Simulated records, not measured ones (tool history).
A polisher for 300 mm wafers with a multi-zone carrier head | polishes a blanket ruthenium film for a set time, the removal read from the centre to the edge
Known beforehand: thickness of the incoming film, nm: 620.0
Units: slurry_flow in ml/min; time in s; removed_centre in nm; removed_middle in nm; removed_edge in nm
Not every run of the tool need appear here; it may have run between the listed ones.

{"run": 1, "hour": 0.0, "slurry_flow": 150, "centre_zone": 1.0, "middle_zone": 1.0, "edge_zone": 1.0, "time": 63, "removed_centre": 60.392, "removed_middle": 58.484, "removed_edge": 58.872}
{"run": 2, "hour": 2.7, "slurry_flow": 135, "centre_zone": 1.0, "middle_zone": 1.0, "edge_zone": 1.0, "time": 63, "removed_centre": 59.033, "removed_middle": 56.664, "removed_edge": 58.041}
{"run": 3, "hour": 7.1, "slurry_flow": 135, "centre_zone": 1.0, "middle_zone": 1.0, "edge_zone": 1.0, "time": 75, "removed_centre": 68.877, "removed_middle": 67.865, "removed_edge": 69.809}
{"run": 4, "hour": 7.8, "slurry_flow": 130, "centre_zone": 0.98, "middle_zone": 0.99, "edge_zone": 0.99, "time": 72, "removed_centre": 65.46, "removed_middle": 64.915, "removed_edge": 66.272}
{"hour": 9.2, "done": "worn pad replaced by a new one"}
{"run": 5, "hour": 9.2, "slurry_flow": 130, "centre_zone": 0.98, "middle_zone": 0.99, "edge_zone": 0.91, "time": 72, "removed_centre": 74.637, "removed_middle": 71.785, "removed_edge": 72.237}
{"run": 6, "hour": 11.2, "slurry_flow": 130, "centre_zone": 0.98, "middle_zone": 1.04, "edge_zone": 0.91, "time": 72, "removed_centre": 75.475, "removed_middle": 75.225, "removed_edge": 73.1}
{"run": 7, "hour": 18.4, "slurry_flow": 135, "centre_zone": 0.98, "middle_zone": 1.03, "edge_zone": 0.94, "time": 70, "removed_centre": 73.199, "removed_middle": 72.773, "removed_edge": 70.35}
{"run": 8, "hour": 21.5, "slurry_flow": 140, "centre_zone": 0.97, "middle_zone": 1.02, "edge_zone": 0.97, "time": 68, "removed_centre": 70.742, "removed_middle": 70.848, "removed_edge": 70.994}
{"run": 9, "hour": 28.1, "slurry_flow": 135, "centre_zone": 0.97, "middle_zone": 1.02, "edge_zone": 1.0, "time": 67, "removed_centre": 70.093, "removed_middle": 70.577, "removed_edge": 72.675}
{"run": 10, "hour": 30.1, "slurry_flow": 135, "centre_zone": 0.98, "middle_zone": 1.01, "edge_zone": 1.02, "time": 65, "removed_centre": 66.964, "removed_middle": 68.078, "removed_edge": 70.241}
{"run": 11, "hour": 38.6, "slurry_flow": 135, "centre_zone": 0.98, "middle_zone": 1.01, "edge_zone": 1.02, "time": 65, "removed_centre": 68.032, "removed_middle": 67.61, "removed_edge": 70.127}
{"run": 12, "hour": 47.3, "slurry_flow": 145, "centre_zone": 0.98, "middle_zone": 0.99, "edge_zone": 1.04, "time": 63, "removed_centre": 65.841, "removed_middle": 66.511, "removed_edge": 68.641}
{"run": 13, "hour": 50.2, "slurry_flow": 145, "centre_zone": 0.98, "middle_zone": 0.99, "edge_zone": 1.06, "time": 59, "removed_centre": 62.291, "removed_middle": 61.249, "removed_edge": 66.261}
{"run": 14, "hour": 58.3, "slurry_flow": 140, "centre_zone": 0.98, "middle_zone": 1.0, "edge_zone": 1.07, "time": 55, "removed_centre": 57.312, "removed_middle": 57.927, "removed_edge": 60.244}
{"run": 15, "hour": 59.0, "slurry_flow": 135, "centre_zone": 0.98, "middle_zone": 1.0, "edge_zone": 1.08, "time": 53, "removed_centre": 54.984, "removed_middle": 54.365, "removed_edge": 58.752}
{"run": 16, "hour": 61.1, "slurry_flow": 135, "centre_zone": 0.97, "middle_zone": 1.0, "edge_zone": 1.08, "time": 50, "removed_centre": 52.299, "removed_middle": 51.616, "removed_edge": 55.121}
{"run": 17, "hour": 65.2, "slurry_flow": 135, "centre_zone": 0.95, "middle_zone": 0.99, "edge_zone": 1.07, "time": 48, "removed_centre": 48.831, "removed_middle": 49.607, "removed_edge": 52.619}
{"run": 18, "hour": 71.4, "slurry_flow": 130, "centre_zone": 0.94, "middle_zone": 0.98, "edge_zone": 1.06, "time": 48, "removed_centre": 47.602, "removed_middle": 47.425, "removed_edge": 52.87}
{"run": 19, "hour": 77.9, "slurry_flow": 130, "centre_zone": 0.93, "middle_zone": 0.98, "edge_zone": 1.04, "time": 48, "removed_centre": 48.862, "removed_middle": 47.54, "removed_edge": 51.984}
{"run": 20, "hour": 80.3, "slurry_flow": 130, "centre_zone": 0.92, "middle_zone": 0.98, "edge_zone": 1.04, "time": 46, "removed_centre": 45.526, "removed_middle": 47.005, "removed_edge": 49.749}
{"run": 21, "hour": 83.5, "slurry_flow": 125, "centre_zone": 0.91, "middle_zone": 0.98, "edge_zone": 1.03, "time": 46, "removed_centre": 44.969, "removed_middle": 46.121, "removed_edge": 49.94}
{"run": 22, "hour": 87.0, "slurry_flow": 125, "centre_zone": 0.9, "middle_zone": 0.98, "edge_zone": 1.02, "time": 46, "removed_centre": 43.762, "removed_middle": 46.351, "removed_edge": 48.402}
{"run": 23, "hour": 90.3, "slurry_flow": 120, "centre_zone": 0.9, "middle_zone": 0.98, "edge_zone": 1.02, "time": 46, "removed_centre": 43.956, "removed_middle": 46.446, "removed_edge": 48.064}

Run 24 has not been measured yet. What should we expect?
{"run": 24, "hour": 98.1, "slurry_flow": 115, "centre_zone": 0.9, "middle_zone": 0.98, "edge_zone": 1.02, "time": 46, "removed_centre": "?", "removed_middle": "?", "removed_edge": "?"}

{"run 24": {"removed_centre": 43.888, "removed_middle": 46.324, "removed_edge": 47.869}}

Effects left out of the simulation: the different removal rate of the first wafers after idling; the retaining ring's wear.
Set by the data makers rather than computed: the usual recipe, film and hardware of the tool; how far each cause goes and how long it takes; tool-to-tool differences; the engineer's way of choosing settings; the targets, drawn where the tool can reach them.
